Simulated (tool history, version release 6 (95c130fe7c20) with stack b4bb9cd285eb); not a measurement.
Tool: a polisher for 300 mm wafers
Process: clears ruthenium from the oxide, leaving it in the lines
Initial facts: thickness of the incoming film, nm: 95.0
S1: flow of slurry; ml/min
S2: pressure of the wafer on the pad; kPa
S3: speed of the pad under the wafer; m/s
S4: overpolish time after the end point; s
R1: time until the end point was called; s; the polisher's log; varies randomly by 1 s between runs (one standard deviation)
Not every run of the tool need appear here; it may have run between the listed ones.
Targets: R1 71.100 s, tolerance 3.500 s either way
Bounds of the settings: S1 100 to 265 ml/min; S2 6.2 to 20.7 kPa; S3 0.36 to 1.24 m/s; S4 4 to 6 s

Run 1, day 0.000: S1 170 ml/min, S2 13.1 kPa, S3 0.80 m/s, S4 6 s. Result: R1 116.510 s.
Run 2, day 0.046: S1 170 ml/min, S2 11.0 kPa, S3 0.80 m/s, S4 6 s. Result: R1 142.180 s.
Run 3, day 0.188: S1 170 ml/min, S2 11.0 kPa, S3 0.72 m/s, S4 6 s. Result: R1 156.030 s.
Run 4, day 0.279: S1 170 ml/min, S2 13.8 kPa, S3 0.72 m/s, S4 6 s. Result: R1 127.000 s.
Run 5, day 0.375: S1 170 ml/min, S2 15.9 kPa, S3 0.74 m/s, S4 6 s. Result: R1 109.820 s.
Run 6, day 0.467: S1 170 ml/min, S2 15.9 kPa, S3 0.66 m/s, S4 6 s. Result: R1 121.280 s.
Run 7, day 0.504: S1 170 ml/min, S2 17.2 kPa, S3 0.70 m/s, S4 6 s. Result: R1 104.740 s.
Run 8, day 0.796: S1 170 ml/min, S2 18.6 kPa, S3 0.74 m/s, S4 6 s. Result: R1 93.092 s.
Run 9, day 1.075: S1 170 ml/min, S2 19.3 kPa, S3 0.78 m/s, S4 6 s. Result: R1 83.138 s.
Run 10, day 1.271: S1 170 ml/min, S2 20.0 kPa, S3 0.80 m/s, S4 6 s. Result: R1 80.414 s.
Run 11, day 1.617: S1 170 ml/min, S2 20.0 kPa, S3 0.82 m/s, S4 6 s. Result: R1 75.722 s.
Run 12, day 1.671: S1 170 ml/min, S2 20.7 kPa, S3 0.82 m/s, S4 6 s. Result: R1 76.240 s.

Exercise: of the 5 proposed moves below, exactly one satisfies all targets within the stated allowed misses. Which move is it?
Run A, day 1.725: S1 175 ml/min, S2 20.7 kPa, S3 1.00 m/s, S4 4 s. Result: R1 ?.
Run B, day 1.725: S1 195 ml/min, S2 20.7 kPa, S3 0.94 m/s, S4 5 s. Result: R1 ?.
Run C, day 1.725: S1 215 ml/min, S2 20.0 kPa, S3 0.88 m/s, S4 6 s. Result: R1 ?.
Run D, day 1.725: S1 265 ml/min, S2 20.7 kPa, S3 0.96 m/s, S4 4 s. Result: R1 ?.
Run E, day 1.725: S1 195 ml/min, S2 17.9 kPa, S3 0.84 m/s, S4 6 s. Result: R1 ?.

move      R1
   A  62.664
   B  65.636
   C  71.465
   D  62.353
   E  83.985
A: takes the biggest miss from the last run beyond its target
B: takes the biggest miss from the last run beyond its target
C: hits every target within its allowed miss
D: takes the biggest miss from the last run beyond its target
E: the biggest miss grows against the last run
Correct choice: C, which meets every target
